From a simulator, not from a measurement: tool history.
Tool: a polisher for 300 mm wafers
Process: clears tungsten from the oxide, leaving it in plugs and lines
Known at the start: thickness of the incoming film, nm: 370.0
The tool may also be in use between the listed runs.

run,day,flow of slurry (ml/min),pressure of the wafer on the pad (kPa),speed of the pad under the wafer (cm/s),abrasive content of the slurry,overpolish time after the end point (s),time until the end point was called (s)
1,0,245,21.4,124,1,8,60.435
2,0.071,245,21.4,124,1,8,60.516
3,0.325,245,21.4,124,1.1,8,58.762
4,0.65,245,22.1,124,1.1,8,56.567
5,0.762,245,22.1,124,1.1,8,57.951
6,1.088,245,22.1,106,1.1,8,67.038
7,1.171,245,23.4,108,1.1,8,62.534
8,1.383,245,24.8,110,1.1,8,57.248
9,1.429,245,25.5,110,1.1,8,56.339
10,1.654,245,26.2,110,1.1,8,55.333
11,1.912,245,26.2,110,1.1,8,56.296

Forecast run 12:
12,2.225,245,26.9,112,1.1,8,?

{"run 12": {"time until the end point was called (s)": 52.482}}
